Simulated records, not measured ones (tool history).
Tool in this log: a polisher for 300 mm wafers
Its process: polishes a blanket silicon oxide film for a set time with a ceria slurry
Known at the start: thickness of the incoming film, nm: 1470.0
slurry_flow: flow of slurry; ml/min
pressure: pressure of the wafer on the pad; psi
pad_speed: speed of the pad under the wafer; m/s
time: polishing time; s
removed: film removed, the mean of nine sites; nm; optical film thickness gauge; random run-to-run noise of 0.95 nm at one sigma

| run | day | slurry_flow | pressure | pad_speed | time | removed |
|---|---|---|---|---|---|---|
| 1 | 0 | 290 | 2.8 | 0.92 | 29 | 107.15 |
| 2 | 0.071 | 290 | 2.8 | 0.74 | 29 | 85.291 |
| 3 | 0.4 | 290 | 2.8 | 0.58 | 29 | 68.612 |
| 4 | 0.475 | 255 | 2.8 | 0.58 | 29 | 66.965 |
| 5 | 0.508 | 255 | 2.8 | 0.58 | 29 | 68.226 |
| 6 | 0.742 | 260 | 3.3 | 0.6 | 29 | 81.605 |
| 7 | 0.983 | 285 | 3.6 | 0.64 | 29 | 94.722 |
| 8 | 1.108 | 295 | 3.8 | 0.66 | 29 | 104.71 |
| 9 | 1.158 | 310 | 4 | 0.68 | 29 | 112.82 |
| 10 | 1.208 | 310 | 4.1 | 0.7 | 29 | 119.09 |
| 11 | 1.371 | 310 | 4.2 | 0.72 | 29 | 125.16 |
| 12 | 1.662 | 315 | 4.3 | 0.72 | 29 | 127.86 |

Estimate the outcome of run 13 from the log above:
| 13 | 1.725 | 315 | 4.3 | 0.72 | 29 | ? |

Run 13 gave removed 127.19 nm.

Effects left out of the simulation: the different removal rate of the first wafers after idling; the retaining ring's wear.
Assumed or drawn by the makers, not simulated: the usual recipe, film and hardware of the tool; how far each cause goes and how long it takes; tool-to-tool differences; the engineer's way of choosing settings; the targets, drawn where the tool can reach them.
